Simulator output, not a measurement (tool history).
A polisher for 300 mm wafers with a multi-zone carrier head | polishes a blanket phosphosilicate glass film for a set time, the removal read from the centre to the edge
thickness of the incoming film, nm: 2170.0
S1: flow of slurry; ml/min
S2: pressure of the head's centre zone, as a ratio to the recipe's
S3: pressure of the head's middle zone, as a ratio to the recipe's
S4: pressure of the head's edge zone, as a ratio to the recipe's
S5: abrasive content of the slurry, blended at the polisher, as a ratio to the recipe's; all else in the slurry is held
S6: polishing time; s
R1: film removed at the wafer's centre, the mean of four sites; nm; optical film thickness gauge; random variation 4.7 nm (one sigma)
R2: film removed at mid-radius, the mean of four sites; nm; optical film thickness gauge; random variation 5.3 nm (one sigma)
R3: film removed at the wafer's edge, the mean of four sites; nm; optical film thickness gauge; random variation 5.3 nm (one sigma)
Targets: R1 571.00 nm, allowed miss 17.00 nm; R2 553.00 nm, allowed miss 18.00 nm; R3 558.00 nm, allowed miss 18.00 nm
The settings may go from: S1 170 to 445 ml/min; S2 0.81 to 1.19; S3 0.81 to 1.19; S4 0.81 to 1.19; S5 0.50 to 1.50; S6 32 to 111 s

run,hour,S1,S2,S3,S4,S5,S6,R1,R2,R3
1,0.0,285,1.00,1.00,1.00,1.00,71,692.53,682.07,686.40
2,4.0,285,1.00,0.97,1.00,1.00,71,697.03,676.43,692.12
3,8.5,285,1.03,0.97,1.00,1.00,71,701.23,660.77,684.43
4,13.6,275,1.01,0.95,0.97,0.90,71,645.45,611.27,623.11
5,16.2,275,1.01,0.87,0.97,0.90,71,637.15,562.83,625.34
6,18.6,260,0.99,0.87,0.94,0.90,71,631.77,564.01,615.39
7,22.8,260,0.99,0.87,0.94,0.90,71,634.75,555.15,627.43
8,26.3,270,0.98,0.89,0.93,0.85,71,600.00,556.65,590.00
9,30.4,270,0.97,0.89,0.91,0.85,71,590.17,554.03,583.27

Which of these 5 next moves meets every target?
A,34.5,300,1.00,0.91,0.95,0.85,69,?,?,?
B,34.5,300,0.97,0.92,0.88,0.90,65,?,?,?
C,34.5,320,1.07,0.93,0.87,0.70,81,?,?,?
D,34.5,250,1.01,0.92,0.92,0.85,71,?,?,?
E,34.5,330,0.88,0.88,0.97,1.10,61,?,?,?

move,R1,R2,R3
A,595.48,545.69,579.06
B,567.71,541.45,554.52
C,635.25,553.15,558.83
D,607.65,557.29,581.77
E,553.88,561.54,615.93
A: as far off as the last run
B: meets every target
C: brings the result that was furthest off to its target, and leaves another outside
D: further off than the last run
E: further off than the last run
The right move is B.

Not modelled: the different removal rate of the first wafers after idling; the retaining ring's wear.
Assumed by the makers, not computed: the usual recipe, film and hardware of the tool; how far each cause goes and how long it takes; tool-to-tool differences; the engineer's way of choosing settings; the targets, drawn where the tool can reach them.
